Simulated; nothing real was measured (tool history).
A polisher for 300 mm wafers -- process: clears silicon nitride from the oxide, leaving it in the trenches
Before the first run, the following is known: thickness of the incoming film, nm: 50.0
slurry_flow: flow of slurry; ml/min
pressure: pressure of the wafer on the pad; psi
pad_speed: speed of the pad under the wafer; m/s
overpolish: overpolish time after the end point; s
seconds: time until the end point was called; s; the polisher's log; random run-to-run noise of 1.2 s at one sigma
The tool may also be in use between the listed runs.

run,hour,slurry_flow,pressure,pad_speed,overpolish,seconds
1,0.0,185,2.0,1.06,40,101.790
2,2.2,185,2.3,1.06,40,89.739
3,5.3,185,2.0,1.06,40,102.620
4,10.7,185,2.2,1.08,40,94.157
5,17.4,185,2.4,1.12,40,79.951
6,20.4,215,2.4,1.12,40,78.459
7,28.6,215,2.5,1.14,40,76.740
8,32.1,215,2.6,1.16,40,71.106

Forecast run 9:
9,40.0,215,2.7,1.16,40,?

seconds: 70.064 s
